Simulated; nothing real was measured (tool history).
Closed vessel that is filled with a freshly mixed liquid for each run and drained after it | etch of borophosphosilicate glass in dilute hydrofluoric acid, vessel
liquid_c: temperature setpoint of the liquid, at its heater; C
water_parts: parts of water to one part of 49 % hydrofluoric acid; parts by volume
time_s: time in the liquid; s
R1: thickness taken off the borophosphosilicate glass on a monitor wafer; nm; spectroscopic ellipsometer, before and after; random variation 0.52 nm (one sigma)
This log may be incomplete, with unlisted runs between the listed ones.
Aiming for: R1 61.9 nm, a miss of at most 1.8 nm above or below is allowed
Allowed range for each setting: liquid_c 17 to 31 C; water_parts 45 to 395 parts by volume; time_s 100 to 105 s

{"run": 1, "hour": 0.0, "liquid_c": 23, "water_parts": 220, "time_s": 100, "R1": 21.178}
{"run": 2, "hour": 2.1, "liquid_c": 25.5, "water_parts": 175, "time_s": 100, "R1": 30.381}
{"run": 3, "hour": 5.0, "liquid_c": 28.5, "water_parts": 175, "time_s": 100, "R1": 34.211}
{"run": 4, "hour": 13.4, "liquid_c": 29.5, "water_parts": 145, "time_s": 100, "R1": 44.182}
{"run": 5, "hour": 19.2, "liquid_c": 30, "water_parts": 130, "time_s": 100, "R1": 51.352}
{"run": 6, "hour": 21.8, "liquid_c": 30, "water_parts": 185, "time_s": 100, "R1": 33.848}
{"run": 7, "hour": 23.4, "liquid_c": 30, "water_parts": 185, "time_s": 100, "R1": 33.544}
{"run": 8, "hour": 30.0, "liquid_c": 30.5, "water_parts": 160, "time_s": 100, "R1": 41.344}
{"run": 9, "hour": 31.6, "liquid_c": 30.5, "water_parts": 140, "time_s": 100, "R1": 47.478}
{"run": 10, "hour": 35.2, "liquid_c": 31, "water_parts": 90, "time_s": 100, "R1": 82.207}
{"run": 11, "hour": 41.3, "liquid_c": 29, "water_parts": 90, "time_s": 100, "R1": 74.983}
{"run": 12, "hour": 45.1, "liquid_c": 27, "water_parts": 90, "time_s": 100, "R1": 68.778}
{"run": 13, "hour": 51.7, "liquid_c": 26, "water_parts": 90, "time_s": 100, "R1": 67.401}
{"run": 14, "hour": 57.5, "liquid_c": 25, "water_parts": 90, "time_s": 100, "R1": 64.321}

Exactly one of the 4 candidate moves below puts every result within its allowed miss. Which one?
{"run": "A", "hour": 63.3, "liquid_c": 27.5, "water_parts": 95, "time_s": 100, "R1": "?"}
{"run": "B", "hour": 63.3, "liquid_c": 29, "water_parts": 105, "time_s": 105, "R1": "?"}
{"run": "C", "hour": 63.3, "liquid_c": 26, "water_parts": 100, "time_s": 105, "R1": "?"}
{"run": "D", "hour": 63.3, "liquid_c": 30, "water_parts": 110, "time_s": 105, "R1": "?"}

move=A R1=66.985
move=B R1=66.471
move=C R1=62.635
move=D R1=65.416
A: lands further from the targets than the last run did
B: lands further from the targets than the last run did
C: every result lands within tolerance
D: lands further from the targets than the last run did
C is the move that brings every result within its allowed miss.
